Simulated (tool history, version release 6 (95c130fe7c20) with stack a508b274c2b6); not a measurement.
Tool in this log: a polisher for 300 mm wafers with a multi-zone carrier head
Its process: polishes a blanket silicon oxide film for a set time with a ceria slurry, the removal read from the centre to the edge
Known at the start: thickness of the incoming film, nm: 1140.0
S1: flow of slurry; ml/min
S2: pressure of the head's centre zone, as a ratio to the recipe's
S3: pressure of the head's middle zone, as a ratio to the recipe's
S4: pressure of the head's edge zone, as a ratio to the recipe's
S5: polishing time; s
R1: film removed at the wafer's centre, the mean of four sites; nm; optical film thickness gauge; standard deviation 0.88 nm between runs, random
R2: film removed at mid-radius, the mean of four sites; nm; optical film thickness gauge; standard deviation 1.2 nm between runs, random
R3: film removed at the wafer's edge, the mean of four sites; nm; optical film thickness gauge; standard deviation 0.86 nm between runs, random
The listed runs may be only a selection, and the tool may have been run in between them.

run,day,S1,S2,S3,S4,S5,R1,R2,R3
1,0.000,280,1.00,1.00,1.00,39,178.870,182.600,177.55
2,0.250,280,1.00,1.00,1.00,32,145.310,148.680,144.44
3,0.292,275,0.98,0.98,1.00,31,137.160,141.040,139.55
4,0.642,275,0.98,0.98,0.94,31,136.430,142.220,137.27
5,0.862,270,0.96,0.96,0.95,30,129.820,134.730,132.25
6,1.217,265,0.94,0.95,0.97,29,124.940,127.580,129.37
7,1.275,255,0.92,0.95,1.00,28,116.120,124.480,127.21
8,1.525,250,0.91,0.93,1.00,27,108.120,114.050,122.00
9,1.742,205,0.81,0.83,0.90,25,89.713,94.926,105.50

Predict the results of run 10:
10,1.804,200,0.81,0.83,0.91,25,?,?,?

{"run 10": {"R1": 87.027, "R2": 95.408, "R3": 107.03}}
